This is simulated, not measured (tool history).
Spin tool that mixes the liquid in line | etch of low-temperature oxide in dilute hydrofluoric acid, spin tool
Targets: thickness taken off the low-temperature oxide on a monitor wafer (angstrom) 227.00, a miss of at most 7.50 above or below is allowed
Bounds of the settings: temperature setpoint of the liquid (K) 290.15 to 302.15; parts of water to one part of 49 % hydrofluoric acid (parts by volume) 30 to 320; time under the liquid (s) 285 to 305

run  hour  temperature setpoint of the liquid (K)  parts of water to one part of 49 % hydrofluoric acid (parts by volume)  time under the liquid (s)  thickness taken off the low-temperature oxide on a monitor wafer (angstrom)
  1   0.0                                  294.15                                                                     175                        285                                                                       325.42
  2   4.2                                  294.15                                                                     210                        285                                                                       262.33
  3   6.7                                  294.15                                                                     210                        285                                                                       261.65
  4   8.7                                  294.15                                                                     210                        305                                                                       280.35
  5   9.8                                  294.15                                                                     150                        305                                                                       411.93
  6  15.8                                  294.15                                                                     105                        305                                                                       617.70
  7  23.3                                  290.15                                                                     175                        305                                                                       297.19
  8  30.6                                  290.15                                                                     185                        305                                                                       277.80
  9  31.8                                  290.15                                                                     190                        305                                                                       267.01

Below are 4 possible settings for the next run. Only one of them brings all results inside the allowed miss of their targets. Which is it?
  A  33.0                                  290.15                                                                     150                        285                                                                            ?
  B  33.0                                  290.15                                                                     205                        285                                                                            ?
  C  33.0                                  293.15                                                                     220                        300                                                                            ?
  D  33.0                                  291.65                                                                     215                        305                                                                            ?

move  thickness taken off the low-temperature oxide on a monitor wafer (angstrom)
   A                                                                       334.60
   B                                                                       232.50
   C                                                                       252.77
   D                                                                       249.36
A: further off than the last run
B: each result inside its tolerance
C: gains on the last run, yet a result remains outside its allowed miss
D: gains on the last run, yet a result remains outside its allowed miss
Correct choice: B, which meets every target
